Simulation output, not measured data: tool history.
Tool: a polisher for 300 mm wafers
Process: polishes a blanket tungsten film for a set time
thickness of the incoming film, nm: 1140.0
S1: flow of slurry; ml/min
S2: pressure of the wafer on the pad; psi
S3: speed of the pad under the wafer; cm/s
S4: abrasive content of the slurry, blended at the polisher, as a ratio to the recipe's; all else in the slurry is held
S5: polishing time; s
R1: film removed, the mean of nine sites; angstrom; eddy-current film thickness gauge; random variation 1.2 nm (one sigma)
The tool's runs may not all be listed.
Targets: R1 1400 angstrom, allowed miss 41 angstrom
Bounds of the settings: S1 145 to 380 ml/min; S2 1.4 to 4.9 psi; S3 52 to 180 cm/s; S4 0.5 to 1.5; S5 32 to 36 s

{"run": 1, "hour": 0.0, "S1": 245, "S2": 3.1, "S3": 116, "S4": 1, "S5": 36, "R1": 1983}
{"run": 2, "hour": 5.7, "S1": 245, "S2": 3.1, "S3": 116, "S4": 0.8, "S5": 36, "R1": 1832.2}
{"run": 3, "hour": 10.7, "S1": 245, "S2": 2.9, "S3": 116, "S4": 0.8, "S5": 36, "R1": 1797.3}
{"run": 4, "hour": 16.2, "S1": 245, "S2": 2.5, "S3": 116, "S4": 0.8, "S5": 36, "R1": 1629.7}
{"run": 5, "hour": 17.2, "S1": 245, "S2": 2.5, "S3": 142, "S4": 0.8, "S5": 36, "R1": 1992.2}
{"run": 6, "hour": 21.6, "S1": 195, "S2": 2.5, "S3": 142, "S4": 0.8, "S5": 36, "R1": 1953.1}
{"run": 7, "hour": 28.8, "S1": 195, "S2": 2.2, "S3": 140, "S4": 0.8, "S5": 36, "R1": 1793}
{"run": 8, "hour": 34.6, "S1": 195, "S2": 2, "S3": 138, "S4": 0.8, "S5": 36, "R1": 1732.7}
{"run": 9, "hour": 41.9, "S1": 195, "S2": 1.9, "S3": 134, "S4": 0.8, "S5": 36, "R1": 1628.9}
{"run": 10, "hour": 47.7, "S1": 195, "S2": 1.8, "S3": 132, "S4": 0.8, "S5": 36, "R1": 1555.8}
{"run": 11, "hour": 54.4, "S1": 195, "S2": 1.8, "S3": 132, "S4": 0.8, "S5": 36, "R1": 1544}
{"run": 12, "hour": 55.3, "S1": 195, "S2": 1.7, "S3": 132, "S4": 0.8, "S5": 36, "R1": 1510.5}
{"run": 13, "hour": 61.7, "S1": 195, "S2": 1.6, "S3": 132, "S4": 0.8, "S5": 36, "R1": 1488.5}

4 next moves are on the table. One of them brings every result within its allowed miss. Which?
{"run": "A", "hour": 68.1, "S1": 195, "S2": 1.7, "S3": 134, "S4": 0.7, "S5": 34, "R1": "?"}
{"run": "B", "hour": 68.1, "S1": 230, "S2": 1.7, "S3": 150, "S4": 0.8, "S5": 32, "R1": "?"}
{"run": "C", "hour": 68.1, "S1": 145, "S2": 2, "S3": 126, "S4": 0.7, "S5": 36, "R1": "?"}
{"run": "D", "hour": 68.1, "S1": 165, "S2": 1.6, "S3": 128, "S4": 0.7, "S5": 35, "R1": "?"}

move=A R1=1395.2
move=B R1=1536.4
move=C R1=1468
move=D R1=1320
A: meets every target
B: further off than the last run
C: nearer than the last run, and not there yet
D: takes the result that was furthest off past its target
The right move is A.
